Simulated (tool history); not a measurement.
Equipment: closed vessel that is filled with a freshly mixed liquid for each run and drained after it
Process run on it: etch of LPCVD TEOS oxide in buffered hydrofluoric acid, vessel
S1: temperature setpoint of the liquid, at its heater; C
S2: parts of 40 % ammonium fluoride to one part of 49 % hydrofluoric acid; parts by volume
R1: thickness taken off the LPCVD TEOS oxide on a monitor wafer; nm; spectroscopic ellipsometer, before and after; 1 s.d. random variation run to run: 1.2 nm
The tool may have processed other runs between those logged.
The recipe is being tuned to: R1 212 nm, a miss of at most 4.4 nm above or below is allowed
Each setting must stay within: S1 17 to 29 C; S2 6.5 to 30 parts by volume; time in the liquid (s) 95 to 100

{"run": 1, "hour": 0.0, "S1": 21, "S2": 19.5, "time in the liquid (s)": 95, "R1": 152.87}
{"run": 2, "hour": 4.1, "S1": 22, "S2": 19.5, "time in the liquid (s)": 95, "R1": 160.86}
{"run": 3, "hour": 7.1, "S1": 19.5, "S2": 19.5, "time in the liquid (s)": 95, "R1": 141.15}
{"run": 4, "hour": 13.0, "S1": 20.5, "S2": 19.5, "time in the liquid (s)": 95, "R1": 147.49}
{"run": 5, "hour": 19.1, "S1": 20.5, "S2": 19.5, "time in the liquid (s)": 100, "R1": 157.03}
{"run": 6, "hour": 23.4, "S1": 20.5, "S2": 19.5, "time in the liquid (s)": 100, "R1": 155.01}
{"run": 7, "hour": 26.4, "S1": 21, "S2": 19.5, "time in the liquid (s)": 100, "R1": 161.36}
{"run": 8, "hour": 32.2, "S1": 21.5, "S2": 19.5, "time in the liquid (s)": 100, "R1": 163.81}
{"run": 9, "hour": 40.7, "S1": 22, "S2": 19.5, "time in the liquid (s)": 100, "R1": 168.51}
{"hour": 45.0, "done": "thermometer replaced"}
{"run": 10, "hour": 45.0, "S1": 22.5, "S2": 19.5, "time in the liquid (s)": 100, "R1": 155.94}
{"run": 11, "hour": 46.1, "S1": 22.5, "S2": 18.5, "time in the liquid (s)": 100, "R1": 165.66}
{"run": 12, "hour": 47.7, "S1": 23.5, "S2": 17.5, "time in the liquid (s)": 100, "R1": 186.5}
{"run": 13, "hour": 51.3, "S1": 24, "S2": 17.5, "time in the liquid (s)": 100, "R1": 191.29}

Of the 5 settings listed for the next run, only one would bring every result within its allowed miss of target. Which one?
{"run": "A", "hour": 54.9, "S1": 25, "S2": 16, "time in the liquid (s)": 100, "R1": "?"}
{"run": "B", "hour": 54.9, "S1": 23.5, "S2": 14.5, "time in the liquid (s)": 95, "R1": "?"}
{"run": "C", "hour": 54.9, "S1": 25.5, "S2": 16.5, "time in the liquid (s)": 100, "R1": "?"}
{"run": "D", "hour": 54.9, "S1": 25, "S2": 16.5, "time in the liquid (s)": 95, "R1": "?"}
{"run": "E", "hour": 54.9, "S1": 24.5, "S2": 17.5, "time in the liquid (s)": 100, "R1": "?"}

move=A R1=218.55
move=B R1=210.75
move=C R1=217.86
move=D R1=201.43
move=E R1=194.73
A: takes the result that was furthest off past its target
B: all results land within tolerance of their targets
C: takes the result that was furthest off past its target
D: nearer the targets than the last run, but a result is still out of spec
E: nearer the targets than the last run, but a result is still out of spec
Move B is the one to make.

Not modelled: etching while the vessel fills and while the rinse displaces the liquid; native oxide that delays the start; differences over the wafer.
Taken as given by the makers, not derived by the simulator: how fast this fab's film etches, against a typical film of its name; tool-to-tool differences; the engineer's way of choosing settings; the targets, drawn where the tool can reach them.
